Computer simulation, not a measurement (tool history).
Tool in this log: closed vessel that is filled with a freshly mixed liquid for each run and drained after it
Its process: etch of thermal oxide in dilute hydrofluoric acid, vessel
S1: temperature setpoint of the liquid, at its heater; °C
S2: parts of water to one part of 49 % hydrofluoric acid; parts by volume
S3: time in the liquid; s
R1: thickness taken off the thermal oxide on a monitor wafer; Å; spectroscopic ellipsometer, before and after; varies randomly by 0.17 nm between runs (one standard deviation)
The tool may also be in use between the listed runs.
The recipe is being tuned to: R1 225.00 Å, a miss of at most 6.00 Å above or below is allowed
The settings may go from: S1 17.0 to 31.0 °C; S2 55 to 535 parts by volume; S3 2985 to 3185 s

{"run": 1, "hour": 0.0, "S1": 23.0, "S2": 295, "S3": 2985, "R1": 351.8}
{"run": 2, "hour": 7.6, "S1": 23.0, "S2": 230, "S3": 2985, "R1": 478.61}
{"run": 3, "hour": 9.6, "S1": 23.0, "S2": 295, "S3": 2985, "R1": 350.04}
{"run": 4, "hour": 12.6, "S1": 22.0, "S2": 305, "S3": 2985, "R1": 323.15}
{"run": 5, "hour": 15.1, "S1": 22.0, "S2": 305, "S3": 2985, "R1": 321.71}
{"run": 6, "hour": 21.4, "S1": 22.0, "S2": 305, "S3": 3185, "R1": 344.87}
{"run": 7, "hour": 28.6, "S1": 21.0, "S2": 315, "S3": 3185, "R1": 322.81}
{"run": 8, "hour": 31.2, "S1": 20.5, "S2": 320, "S3": 3185, "R1": 309.02}
{"run": 9, "hour": 33.2, "S1": 20.0, "S2": 325, "S3": 3185, "R1": 297.55}
{"run": 10, "hour": 36.7, "S1": 19.5, "S2": 330, "S3": 3185, "R1": 287.68}
{"run": 11, "hour": 38.8, "S1": 19.5, "S2": 330, "S3": 3185, "R1": 287.71}
{"run": 12, "hour": 41.7, "S1": 19.0, "S2": 335, "S3": 3185, "R1": 275.58}
{"hour": 47.1, "done": "thermometer replaced"}
{"run": 13, "hour": 47.1, "S1": 18.5, "S2": 340, "S3": 3185, "R1": 255.4}
{"run": 14, "hour": 48.6, "S1": 18.0, "S2": 340, "S3": 3185, "R1": 249.88}
{"run": 15, "hour": 50.7, "S1": 18.0, "S2": 340, "S3": 3185, "R1": 252.61}
{"run": 16, "hour": 54.8, "S1": 18.0, "S2": 345, "S3": 3185, "R1": 245.64}
{"run": 17, "hour": 63.2, "S1": 17.5, "S2": 350, "S3": 3185, "R1": 236.74}

Which single option among these 4 for the next run brings every result within its allowed miss of target? Just one does.
{"run": "A", "hour": 71.6, "S1": 18.0, "S2": 350, "S3": 3185, "R1": "?"}
{"run": "B", "hour": 71.6, "S1": 17.0, "S2": 330, "S3": 3070, "R1": "?"}
{"run": "C", "hour": 71.6, "S1": 17.0, "S2": 360, "S3": 3020, "R1": "?"}
{"run": "D", "hour": 71.6, "S1": 20.5, "S2": 375, "S3": 2985, "R1": "?"}

move=A R1=240.81
move=B R1=241.17
move=C R1=212.27
move=D R1=225.53
A: its largest miss is bigger than the last run's
B: its largest miss is bigger than the last run's
C: takes the result that was furthest off past its target
D: hits every target within its allowed miss
D meets every target.
